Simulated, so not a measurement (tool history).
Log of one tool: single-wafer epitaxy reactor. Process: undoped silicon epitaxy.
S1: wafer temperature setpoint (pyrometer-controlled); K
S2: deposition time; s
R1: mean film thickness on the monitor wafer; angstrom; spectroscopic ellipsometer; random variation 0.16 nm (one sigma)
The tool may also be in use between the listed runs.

run	hour	S1	S2	R1
1	0.0	938.15	201	445.11
2	4.2	938.15	188	417.58
3	6.2	938.15	169	373.49
4	14.7	933.15	169	337.86
5	20.8	942.15	171	411.23
# hour 22.8: pyrometer calibrated
6	22.8	942.15	188	494.61
7	28.2	944.15	188	515.42
8	31.1	946.15	188	533.10

Forecast run 9:
9	36.4	956.15	189	?

R1: 656.37 angstrom
